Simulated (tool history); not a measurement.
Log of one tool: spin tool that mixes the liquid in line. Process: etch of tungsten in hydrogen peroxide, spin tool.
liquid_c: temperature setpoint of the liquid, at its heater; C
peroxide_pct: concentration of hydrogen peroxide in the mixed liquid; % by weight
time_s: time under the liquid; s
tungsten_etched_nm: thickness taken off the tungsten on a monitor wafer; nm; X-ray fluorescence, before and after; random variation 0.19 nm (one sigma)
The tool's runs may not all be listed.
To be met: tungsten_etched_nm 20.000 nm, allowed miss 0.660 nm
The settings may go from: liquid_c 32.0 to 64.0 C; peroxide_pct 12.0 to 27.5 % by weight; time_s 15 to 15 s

run 1 day=0.000 | liquid_c=48.0 peroxide_pct=18.5 time_s=15 | tungsten_etched_nm=35.464
run 2 day=0.096 | liquid_c=45.5 peroxide_pct=18.5 time_s=15 | tungsten_etched_nm=29.978
run 3 day=0.417 | liquid_c=43.5 peroxide_pct=18.5 time_s=15 | tungsten_etched_nm=26.882
run 4 day=0.588 | liquid_c=42.0 peroxide_pct=18.5 time_s=15 | tungsten_etched_nm=23.901
run 5 day=0.917 | liquid_c=42.0 peroxide_pct=18.5 time_s=15 | tungsten_etched_nm=23.998
run 6 day=1.062 | liquid_c=42.0 peroxide_pct=21.0 time_s=15 | tungsten_etched_nm=25.774
run 7 day=1.108 | liquid_c=42.0 peroxide_pct=21.0 time_s=15 | tungsten_etched_nm=25.632
run 8 day=1.158 | liquid_c=41.0 peroxide_pct=21.0 time_s=15 | tungsten_etched_nm=23.958
run 9 day=1.233 | liquid_c=40.0 peroxide_pct=21.0 time_s=15 | tungsten_etched_nm=22.625
run 10 day=1.575 | liquid_c=39.5 peroxide_pct=21.0 time_s=15 | tungsten_etched_nm=21.683

Which of these 5 next moves meets every target?
run A day=1.917 | liquid_c=38.5 peroxide_pct=20.0 time_s=15 | tungsten_etched_nm=?
run B day=1.917 | liquid_c=41.5 peroxide_pct=21.0 time_s=15 | tungsten_etched_nm=?
run C day=1.917 | liquid_c=38.5 peroxide_pct=22.0 time_s=15 | tungsten_etched_nm=?
run D day=1.917 | liquid_c=40.5 peroxide_pct=18.0 time_s=15 | tungsten_etched_nm=?
run E day=1.917 | liquid_c=40.5 peroxide_pct=23.5 time_s=15 | tungsten_etched_nm=?

move=A tungsten_etched_nm=19.860
move=B tungsten_etched_nm=24.738
move=C tungsten_etched_nm=20.829
move=D tungsten_etched_nm=21.469
move=E tungsten_etched_nm=24.531
A: meets every target
B: further off than the last run
C: nearer than the last run, and not there yet
D: nearer than the last run, and not there yet
E: further off than the last run
Answer: A
